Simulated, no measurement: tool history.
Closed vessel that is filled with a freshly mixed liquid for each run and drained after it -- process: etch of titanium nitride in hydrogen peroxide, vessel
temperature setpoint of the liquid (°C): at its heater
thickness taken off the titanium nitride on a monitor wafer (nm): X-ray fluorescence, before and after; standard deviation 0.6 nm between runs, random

run	hour	temperature setpoint of the liquid (°C)	concentration of hydrogen peroxide in the mixed liquid (% by weight)	time in the liquid (s)	thickness taken off the titanium nitride on a monitor wafer (nm)
1	0	48	17	1775	35.917
2	8.6	48	15	1775	35.367
3	14.9	52	15	1775	47.519
4	18.5	54	15	1775	54.538
5	23.5	54	12.5	1775	51.551
6	30.9	55.5	12.5	1775	56.926
7	35.7	56.5	12.5	1775	62.884
8	41.7	57	12.5	1775	63.674
9	43.9	57.5	12.5	1775	66.053

Expected results for the next run?
10	47.6	58	12.5	1775	?

Run 10 produced thickness taken off the titanium nitride on a monitor wafer (nm) 67.819.
